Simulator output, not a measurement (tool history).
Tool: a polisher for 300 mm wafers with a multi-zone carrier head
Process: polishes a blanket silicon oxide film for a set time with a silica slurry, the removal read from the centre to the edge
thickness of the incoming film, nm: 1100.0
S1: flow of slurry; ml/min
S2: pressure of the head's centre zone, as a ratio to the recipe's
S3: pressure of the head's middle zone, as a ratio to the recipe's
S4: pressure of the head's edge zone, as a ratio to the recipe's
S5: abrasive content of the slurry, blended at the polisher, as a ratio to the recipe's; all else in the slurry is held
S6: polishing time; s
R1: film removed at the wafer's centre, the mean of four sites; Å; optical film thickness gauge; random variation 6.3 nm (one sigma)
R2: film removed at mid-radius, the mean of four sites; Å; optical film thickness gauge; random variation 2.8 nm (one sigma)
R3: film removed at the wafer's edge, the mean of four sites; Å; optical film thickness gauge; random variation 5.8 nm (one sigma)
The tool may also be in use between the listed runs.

Run 1, day 0: S1 265 ml/min, S2 1, S3 1, S4 1, S5 1, S6 90 s. Result: R1 3162.4 Å, R2 3205 Å, R3 3009.3 Å.
Run 2, day 0.196: S1 240 ml/min, S2 1, S3 1, S4 1, S5 1, S6 90 s. Result: R1 3102.2 Å, R2 3200.3 Å, R3 3001.3 Å.
Run 3, day 0.304: S1 240 ml/min, S2 1.08, S3 1, S4 1, S5 1, S6 90 s. Result: R1 3394.5 Å, R2 3144.5 Å, R3 3069.3 Å.
Run 4, day 0.338: S1 240 ml/min, S2 1.08, S3 1, S4 1, S5 1, S6 101 s. Result: R1 3722.4 Å, R2 3523.1 Å, R3 3467.8 Å.
Run 5, day 0.567: S1 240 ml/min, S2 1.08, S3 1, S4 1, S5 0.85, S6 101 s. Result: R1 3489.9 Å, R2 3327.4 Å, R3 3224.4 Å.
Run 6, day 0.9: S1 225 ml/min, S2 1.09, S3 1.02, S4 1.05, S5 0.95, S6 101 s. Result: R1 3646.9 Å, R2 3482.6 Å, R3 3475.8 Å.
Run 7, day 1.208: S1 225 ml/min, S2 1.1, S3 1.05, S4 1.09, S5 1.05, S6 101 s. Result: R1 3748.8 Å, R2 3731.5 Å, R3 3639.1 Å.
Run 8, day 1.242: S1 220 ml/min, S2 1.11, S3 1.05, S4 1.11, S5 1.15, S6 102 s. Result: R1 3927.4 Å, R2 3827.9 Å, R3 3800.1 Å.
Run 9, day 1.508: S1 225 ml/min, S2 1.11, S3 1.05, S4 1.13, S5 1.2, S6 103 s. Result: R1 4161.9 Å, R2 3954.6 Å, R3 3804.4 Å.
Run 10, day 1.592: S1 205 ml/min, S2 1.11, S3 1.05, S4 1.15, S5 1.2, S6 106 s. Result: R1 4271.9 Å, R2 4006.7 Å, R3 3976 Å.
Run 11, day 1.838: S1 190 ml/min, S2 1.08, S3 1.04, S4 1.16, S5 1.2, S6 108 s. Result: R1 4122.2 Å, R2 3999.2 Å, R3 4143.2 Å.

The next listed run, before its measurement:
Run 12, day 2.117: S1 190 ml/min, S2 1.08, S3 1.04, S4 1.17, S5 1.2, S6 108 s. Result: R1 ?, R2 ?, R3 ?.

R1: 4139.5 Å
R2: 4030.2 Å
R3: 4142.3 Å
